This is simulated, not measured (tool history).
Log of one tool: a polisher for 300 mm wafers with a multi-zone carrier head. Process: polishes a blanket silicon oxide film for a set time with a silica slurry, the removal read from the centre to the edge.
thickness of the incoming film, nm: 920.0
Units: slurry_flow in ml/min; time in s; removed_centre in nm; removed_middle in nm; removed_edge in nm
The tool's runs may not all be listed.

run,hour,slurry_flow,centre_zone,middle_zone,edge_zone,slurry_solids,time,removed_centre,removed_middle,removed_edge
1,0,250,1,1,1,1,32,127.79,125.68,130.12
2,3.7,250,1,1,1.06,1,32,129.61,125.89,131.71
3,5.5,250,1,1,1.06,1,36,145.99,143.92,147.8
4,10.4,305,1,1,1.06,1,36,150.42,145.65,150.4
5,11.1,300,1.01,1.02,1.07,1.1,36,155.62,150.7,160.3
6,18.6,300,1.01,1.09,1.07,1.1,36,156.61,163.13,153.57
7,21.4,300,1.03,1.1,1.07,1.15,36,161.43,164.73,160.85
8,27.7,360,1.13,1.19,0.99,1.35,37,197.16,198.03,170.16

Forecast run 9:
9,29,340,1.09,1.11,1.09,1.35,37,?,?,?

{"run 9": {"removed_centre": 185.85, "removed_middle": 184.12, "removed_edge": 175.1}}

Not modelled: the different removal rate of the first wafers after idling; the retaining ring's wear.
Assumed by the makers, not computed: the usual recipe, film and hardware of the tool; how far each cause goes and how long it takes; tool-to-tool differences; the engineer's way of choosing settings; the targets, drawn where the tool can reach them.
